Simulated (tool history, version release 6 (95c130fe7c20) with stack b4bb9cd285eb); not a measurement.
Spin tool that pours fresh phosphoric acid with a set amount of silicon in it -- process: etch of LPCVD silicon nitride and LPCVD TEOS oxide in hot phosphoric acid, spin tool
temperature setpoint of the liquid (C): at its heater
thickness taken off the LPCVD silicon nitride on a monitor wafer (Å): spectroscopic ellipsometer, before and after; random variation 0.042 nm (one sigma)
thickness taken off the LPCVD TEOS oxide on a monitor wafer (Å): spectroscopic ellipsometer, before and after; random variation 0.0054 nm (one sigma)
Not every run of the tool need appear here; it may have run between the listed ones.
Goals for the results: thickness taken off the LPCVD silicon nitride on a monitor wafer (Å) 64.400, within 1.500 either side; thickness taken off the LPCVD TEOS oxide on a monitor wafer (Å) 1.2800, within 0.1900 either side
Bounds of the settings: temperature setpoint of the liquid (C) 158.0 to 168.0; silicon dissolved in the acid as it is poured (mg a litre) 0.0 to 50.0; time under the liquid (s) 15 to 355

run	day	temperature setpoint of the liquid (C)	silicon dissolved in the acid as it is poured (mg a litre)	time under the liquid (s)	thickness taken off the LPCVD silicon nitride on a monitor wafer (Å)	thickness taken off the LPCVD TEOS oxide on a monitor wafer (Å)
1	0.000	163.0	27.0	180	157.530	6.2878
2	0.171	163.0	40.0	180	159.290	3.1073
3	0.308	163.0	40.0	125	110.750	1.9317
4	0.562	163.0	40.0	80	70.517	1.2875
5	0.842	163.0	49.0	80	70.508	1.1942
6	0.971	163.0	48.0	80	71.243	1.1707
7	1.088	163.0	47.0	80	70.487	1.0982
8	1.354	163.0	46.0	80	70.509	1.1211
9	1.479	163.0	45.0	80	71.315	1.1084
10	1.829	163.0	44.0	80	71.010	1.1432
11	2.050	163.0	43.0	80	70.338	1.1186
12	2.317	163.0	43.0	80	71.028	1.0922
13	2.650	163.0	43.0	80	71.012	1.1950
14	2.767	163.0	42.0	80	70.356	1.2062
# day 3.062: dissolved silicon flow meter replaced
15	3.062	161.0	35.0	75	61.801	1.7850
16	3.250	161.0	36.0	75	61.946	1.5611
17	3.442	161.0	36.5	75	62.686	1.6050
18	3.533	161.0	37.0	75	61.854	1.6463

Which of these 5 next moves meets every target?
A	3.625	158.5	37.0	80	?	?
B	3.625	163.0	40.5	65	?	?
C	3.625	159.0	28.0	85	?	?
D	3.625	160.0	41.5	80	?	?
E	3.625	162.0	37.0	75	?	?

move	thickness taken off the LPCVD silicon nitride on a monitor wafer (Å)	thickness taken off the LPCVD TEOS oxide on a monitor wafer (Å)
A	60.466	1.4331
B	57.115	1.3077
C	65.340	2.3708
D	63.602	1.2017
E	63.750	1.7409
A: brings the result that was furthest off to its target, and leaves another outside
B: brings the result that was furthest off to its target, and leaves another outside
C: lands further from the targets than the last run did
D: each result inside its tolerance
E: lands further from the targets than the last run did
Correct choice: D, which meets every target

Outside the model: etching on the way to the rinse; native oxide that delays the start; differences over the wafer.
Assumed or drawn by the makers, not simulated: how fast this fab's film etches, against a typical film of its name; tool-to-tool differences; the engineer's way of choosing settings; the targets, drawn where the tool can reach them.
